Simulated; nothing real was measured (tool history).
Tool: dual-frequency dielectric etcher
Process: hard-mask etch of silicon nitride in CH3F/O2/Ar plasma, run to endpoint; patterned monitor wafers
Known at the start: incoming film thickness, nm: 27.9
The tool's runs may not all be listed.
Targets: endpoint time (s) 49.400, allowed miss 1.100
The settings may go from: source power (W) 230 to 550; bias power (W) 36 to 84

| run | hour | source power (W) | bias power (W) | endpoint time (s) |
|---|---|---|---|---|
| 1 | 0.0 | 390 | 60 | 44.223 |
| 2 | 8.1 | 370 | 59 | 45.192 |
| 3 | 10.4 | 360 | 58 | 46.384 |
| 4 | 15.9 | 350 | 58 | 47.085 |
| 5 | 19.0 | 350 | 67 | 45.552 |
| 6 | 23.0 | 410 | 67 | 42.249 |
| 7 | 30.3 | 390 | 66 | 42.851 |
| 8 | 31.5 | 370 | 65 | 44.580 |
| 9 | 32.2 | 360 | 65 | 44.763 |
|  | 37.3 | bias power generator calibrated |
| 10 | 37.3 | 350 | 64 | 46.067 |
| 11 | 43.5 | 340 | 64 | 46.407 |
| 12 | 48.2 | 330 | 64 | 46.712 |
| 13 | 52.0 | 270 | 62 | 51.507 |

5 next moves are on the table. One of them brings every result within its allowed miss. Which?
| A | 55.8 | 230 | 69 | ? |
| B | 55.8 | 260 | 66 | ? |
| C | 55.8 | 290 | 61 | ? |
| D | 55.8 | 250 | 51 | ? |
| E | 55.8 | 280 | 53 | ? |

| move | endpoint time (s) |
|---|---|
| A | 52.707 |
| B | 50.963 |
| C | 49.894 |
| D | 54.921 |
| E | 52.208 |
A: further off than the last run
B: nearer than the last run, and not there yet
C: meets every target
D: further off than the last run
E: further off than the last run
Move C is the one to make.

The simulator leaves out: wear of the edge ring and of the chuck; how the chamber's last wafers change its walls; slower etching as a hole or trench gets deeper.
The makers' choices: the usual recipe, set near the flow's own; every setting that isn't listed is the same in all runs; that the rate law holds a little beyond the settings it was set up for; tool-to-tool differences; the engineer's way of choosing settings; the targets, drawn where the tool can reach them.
